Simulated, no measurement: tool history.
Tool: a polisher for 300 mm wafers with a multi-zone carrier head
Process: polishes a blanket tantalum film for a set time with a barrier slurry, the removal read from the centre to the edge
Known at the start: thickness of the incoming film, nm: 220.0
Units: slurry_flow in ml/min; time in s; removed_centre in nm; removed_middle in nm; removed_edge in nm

| run | hour | slurry_flow | centre_zone | middle_zone | edge_zone | slurry_solids | time | removed_centre | removed_middle | removed_edge |
|---|---|---|---|---|---|---|---|---|---|---|
| 1 | 0 | 145 | 1 | 1 | 1 | 1 | 46 | 72.702 | 71.614 | 73.027 |
| 2 | 4.7 | 145 | 1 | 1 | 1 | 1 | 38 | 59.723 | 57.522 | 60.362 |
| 3 | 11.2 | 130 | 1 | 1 | 1 | 1 | 38 | 57.069 | 57.294 | 58.483 |
| 4 | 18.8 | 105 | 1 | 1 | 1 | 1 | 38 | 56.025 | 54.815 | 58.226 |
| 5 | 22.4 | 105 | 1 | 0.95 | 1 | 1 | 38 | 56.028 | 53.507 | 58.06 |
|  | 27.9 | worn pad replaced by a new one |
| 6 | 27.9 | 105 | 1.04 | 0.95 | 1 | 1 | 38 | 62.469 | 56.718 | 61.646 |

The next listed run, before its measurement:
| 7 | 33.4 | 110 | 1.04 | 0.99 | 1.04 | 1.05 | 38 | ? | ? | ? |

removed_centre: 62.774 nm
removed_middle: 59.186 nm
removed_edge: 63.847 nm

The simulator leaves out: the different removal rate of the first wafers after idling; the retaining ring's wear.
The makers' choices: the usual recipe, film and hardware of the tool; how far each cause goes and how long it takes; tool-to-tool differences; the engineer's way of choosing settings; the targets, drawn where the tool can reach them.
